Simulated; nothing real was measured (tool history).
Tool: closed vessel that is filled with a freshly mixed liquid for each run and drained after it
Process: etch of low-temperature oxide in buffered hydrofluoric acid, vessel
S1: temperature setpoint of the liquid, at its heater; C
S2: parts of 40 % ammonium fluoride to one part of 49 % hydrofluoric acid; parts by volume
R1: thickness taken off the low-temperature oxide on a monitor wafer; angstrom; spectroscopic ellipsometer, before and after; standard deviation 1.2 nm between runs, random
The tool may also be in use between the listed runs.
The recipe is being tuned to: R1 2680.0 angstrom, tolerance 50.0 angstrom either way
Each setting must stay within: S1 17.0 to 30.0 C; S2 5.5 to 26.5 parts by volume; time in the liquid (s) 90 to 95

run 1 hour=0.0 | S1=22.0 S2=16.0 time_in_the_liquid_(s)=90 | R1=1594.9
run 2 hour=3.1 | S1=24.5 S2=15.5 time_in_the_liquid_(s)=90 | R1=1895.2
run 3 hour=11.0 | S1=26.5 S2=15.5 time_in_the_liquid_(s)=90 | R1=2105.4
run 4 hour=17.1 | S1=29.0 S2=15.5 time_in_the_liquid_(s)=90 | R1=2435.9
run 5 hour=23.7 | S1=29.5 S2=15.5 time_in_the_liquid_(s)=90 | R1=2488.4
run 6 hour=28.0 | S1=29.5 S2=11.5 time_in_the_liquid_(s)=90 | R1=3343.9
run 7 hour=36.7 | S1=28.0 S2=11.5 time_in_the_liquid_(s)=90 | R1=3063.8
run 8 hour=44.8 | S1=27.0 S2=11.5 time_in_the_liquid_(s)=90 | R1=2911.3
run 9 hour=49.5 | S1=26.5 S2=11.5 time_in_the_liquid_(s)=90 | R1=2863.2
run 10 hour=56.6 | S1=26.0 S2=11.5 time_in_the_liquid_(s)=90 | R1=2764.1

Exactly one of the 4 candidate moves below puts every result within its allowed miss. Which one?
run A hour=63.7 | S1=28.5 S2=13.5 time_in_the_liquid_(s)=90 | R1=?
run B hour=63.7 | S1=27.5 S2=13.5 time_in_the_liquid_(s)=90 | R1=?
run C hour=63.7 | S1=26.0 S2=11.0 time_in_the_liquid_(s)=90 | R1=?
run D hour=63.7 | S1=24.5 S2=11.5 time_in_the_liquid_(s)=90 | R1=?

move=A R1=2677.3
move=B R1=2538.6
move=C R1=2861.3
move=D R1=2526.3
A: every result within its allowed miss
B: the result that was furthest off in the last run now lies on the other side of its target
C: misses by more than the last run did
D: the result that was furthest off in the last run now lies on the other side of its target
A meets every target.
